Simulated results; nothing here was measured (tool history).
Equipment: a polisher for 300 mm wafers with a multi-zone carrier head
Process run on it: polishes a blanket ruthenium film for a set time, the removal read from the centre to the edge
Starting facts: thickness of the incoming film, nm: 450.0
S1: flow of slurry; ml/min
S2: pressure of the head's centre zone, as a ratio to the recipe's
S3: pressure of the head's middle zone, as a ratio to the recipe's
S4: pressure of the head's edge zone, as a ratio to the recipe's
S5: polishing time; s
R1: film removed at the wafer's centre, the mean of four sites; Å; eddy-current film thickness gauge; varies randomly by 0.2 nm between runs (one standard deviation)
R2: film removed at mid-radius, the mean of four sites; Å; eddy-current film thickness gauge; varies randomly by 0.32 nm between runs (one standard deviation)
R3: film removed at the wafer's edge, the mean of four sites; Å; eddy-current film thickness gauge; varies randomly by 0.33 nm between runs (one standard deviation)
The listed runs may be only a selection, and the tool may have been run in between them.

run  hour   S1    S2    S3    S4  S5      R1      R2      R3
  1   0.0  245  1.00  1.00  1.00  42  429.40  454.43  451.33
  2   5.4  245  1.00  1.00  1.00  33  340.04  353.34  352.01
  3  12.7  245  1.00  0.92  1.00  33  343.42  330.13  352.65
  4  16.3  245  1.00  0.92  0.94  33  339.59  335.66  345.97
  5  22.2  245  1.00  0.92  0.86  33  343.29  328.66  330.51
  6  30.6  250  0.99  0.97  0.84  29  302.28  301.45  286.37
  7  31.1  255  0.98  1.00  0.83  27  281.11  293.91  265.16
  8  39.5  255  0.97  1.01  0.82  25  257.09  270.36  247.22
  9  44.0  230  0.99  1.10  0.81  22  227.47  256.52  212.88

Run 10 comes next. What will it give?
 10  45.3  240  0.99  1.09  0.82  22   ?   ?   ?

Run 10 gave R1 228.30 Å, R2 246.38 Å, R3 213.48 Å.
